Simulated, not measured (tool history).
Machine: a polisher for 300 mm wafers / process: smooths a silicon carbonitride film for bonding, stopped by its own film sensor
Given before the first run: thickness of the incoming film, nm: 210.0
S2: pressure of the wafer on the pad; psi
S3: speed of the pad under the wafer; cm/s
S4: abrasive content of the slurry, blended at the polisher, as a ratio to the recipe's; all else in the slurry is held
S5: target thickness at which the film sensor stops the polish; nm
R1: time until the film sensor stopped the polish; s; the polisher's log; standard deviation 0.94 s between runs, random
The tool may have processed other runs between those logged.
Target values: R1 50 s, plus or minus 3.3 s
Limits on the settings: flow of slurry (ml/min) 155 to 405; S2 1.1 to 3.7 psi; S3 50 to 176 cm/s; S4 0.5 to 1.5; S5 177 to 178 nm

run 1 hour=0 | flow_of_slurry_(ml/min)=260 S2=2.4 S3=112 S4=1 S5=178 | R1=84.07
run 2 hour=2.8 | flow_of_slurry_(ml/min)=260 S2=2.6 S3=114 S4=1 S5=178 | R1=76.62
run 3 hour=7.9 | flow_of_slurry_(ml/min)=260 S2=2.6 S3=114 S4=1 S5=177 | R1=82.421
run 4 hour=14.8 | flow_of_slurry_(ml/min)=260 S2=2.6 S3=114 S4=0.8 S5=177 | R1=87.247
run 5 hour=19.9 | flow_of_slurry_(ml/min)=220 S2=2.6 S3=114 S4=0.8 S5=177 | R1=87.576
run 6 hour=22.9 | flow_of_slurry_(ml/min)=195 S2=2.6 S3=114 S4=0.8 S5=177 | R1=89.52
run 7 hour=25.9 | flow_of_slurry_(ml/min)=195 S2=2.8 S3=118 S4=0.8 S5=177 | R1=81.231
run 8 hour=27.4 | flow_of_slurry_(ml/min)=195 S2=3 S3=122 S4=0.8 S5=177 | R1=70.977
run 9 hour=29.8 | flow_of_slurry_(ml/min)=195 S2=3 S3=122 S4=0.8 S5=177 | R1=72.987
run 10 hour=31.4 | flow_of_slurry_(ml/min)=195 S2=3.1 S3=126 S4=0.8 S5=177 | R1=70.221
run 11 hour=35.8 | flow_of_slurry_(ml/min)=195 S2=3.2 S3=130 S4=0.8 S5=177 | R1=65.423
run 12 hour=41.2 | flow_of_slurry_(ml/min)=195 S2=3.3 S3=134 S4=0.8 S5=177 | R1=63.073
run 13 hour=43.1 | flow_of_slurry_(ml/min)=195 S2=3.4 S3=138 S4=0.8 S5=177 | R1=59.587
run 14 hour=47 | flow_of_slurry_(ml/min)=195 S2=3.4 S3=140 S4=0.8 S5=177 | R1=59.58
run 15 hour=52.2 | flow_of_slurry_(ml/min)=195 S2=3.4 S3=142 S4=0.8 S5=177 | R1=57.245
run 16 hour=58.7 | flow_of_slurry_(ml/min)=195 S2=3.4 S3=144 S4=0.8 S5=177 | R1=56.896
run 17 hour=59.3 | flow_of_slurry_(ml/min)=195 S2=3.4 S3=146 S4=0.8 S5=177 | R1=56.723

Which one of the following 4 next-run settings gets every result inside its allowed miss? There is exactly one.
run A hour=59.9 | flow_of_slurry_(ml/min)=170 S2=3.6 S3=150 S4=0.8 S5=178 | R1=?
run B hour=59.9 | flow_of_slurry_(ml/min)=175 S2=3 S3=130 S4=1.05 S5=177 | R1=?
run C hour=59.9 | flow_of_slurry_(ml/min)=180 S2=3.3 S3=142 S4=0.6 S5=177 | R1=?
run D hour=59.9 | flow_of_slurry_(ml/min)=200 S2=3.1 S3=152 S4=0.8 S5=177 | R1=?

move=A R1=49.582
move=B R1=62.334
move=C R1=63.938
move=D R1=57.829
A: all results land within tolerance of their targets
B: moves away from the targets compared with the last run
C: moves away from the targets compared with the last run
D: moves away from the targets compared with the last run
Move A is the one to make.

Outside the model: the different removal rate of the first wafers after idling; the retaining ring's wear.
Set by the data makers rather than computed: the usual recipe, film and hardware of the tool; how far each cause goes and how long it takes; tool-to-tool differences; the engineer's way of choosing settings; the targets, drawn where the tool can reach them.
